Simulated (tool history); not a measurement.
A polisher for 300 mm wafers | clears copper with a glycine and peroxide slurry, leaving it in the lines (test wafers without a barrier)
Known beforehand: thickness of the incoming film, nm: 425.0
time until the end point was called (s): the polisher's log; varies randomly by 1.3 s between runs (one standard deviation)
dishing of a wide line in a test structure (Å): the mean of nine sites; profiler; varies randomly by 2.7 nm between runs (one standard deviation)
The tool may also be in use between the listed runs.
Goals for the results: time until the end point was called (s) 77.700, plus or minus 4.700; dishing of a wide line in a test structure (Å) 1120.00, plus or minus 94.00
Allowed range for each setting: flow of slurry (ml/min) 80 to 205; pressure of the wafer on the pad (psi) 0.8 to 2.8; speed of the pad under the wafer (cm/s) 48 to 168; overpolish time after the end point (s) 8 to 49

run    day  flow of slurry (ml/min)  pressure of the wafer on the pad (psi)  speed of the pad under the wafer (cm/s)  overpolish time after the end point (s)  time until the end point was called (s)  dishing of a wide line in a test structure (Å)
  1  0.000                      135                                     1.8                                      108                                       25                                  106.720                                          696.48
  2  0.321                      135                                     1.5                                      108                                       25                                  118.020                                          623.13
  3  0.442                      135                                     1.6                                      110                                       26                                  114.640                                          678.26
  4  0.658                      135                                     1.6                                      110                                       30                                  114.920                                          763.73
  5  0.767                      135                                     1.7                                      112                                       30                                  108.890                                          781.88
  6  1.108                      120                                     1.7                                      112                                       30                                  110.510                                          776.49
  7  1.179                      120                                     1.8                                      114                                       30                                  102.360                                          791.77
  8  1.467                      125                                     2.3                                      120                                       37                                   83.659                                         1106.50

Next run, 5 choices. One meets every target within its allowed miss, the rest don't. Which?
  A  1.754                      115                                     2.3                                      106                                       39                                        ?                                               ?
  B  1.754                       85                                     2.1                                      140                                       31                                        ?                                               ?
  C  1.754                      125                                     2.2                                      112                                       32                                        ?                                               ?
  D  1.754                      105                                     2.5                                      128                                       35                                        ?                                               ?
  E  1.754                      160                                     2.0                                      116                                       40                                        ?                                               ?

move  time until the end point was called (s)  dishing of a wide line in a test structure (Å)
   A                                   90.479                                         1103.10
   B                                   90.239                                          930.16
   C                                   89.327                                          968.77
   D                                   78.477                                         1129.10
   E                                   89.902                                         1105.50
A: lands further from the targets than the last run did
B: lands further from the targets than the last run did
C: lands further from the targets than the last run did
D: each result inside its tolerance
E: lands further from the targets than the last run did
Go with D: it meets all targets.

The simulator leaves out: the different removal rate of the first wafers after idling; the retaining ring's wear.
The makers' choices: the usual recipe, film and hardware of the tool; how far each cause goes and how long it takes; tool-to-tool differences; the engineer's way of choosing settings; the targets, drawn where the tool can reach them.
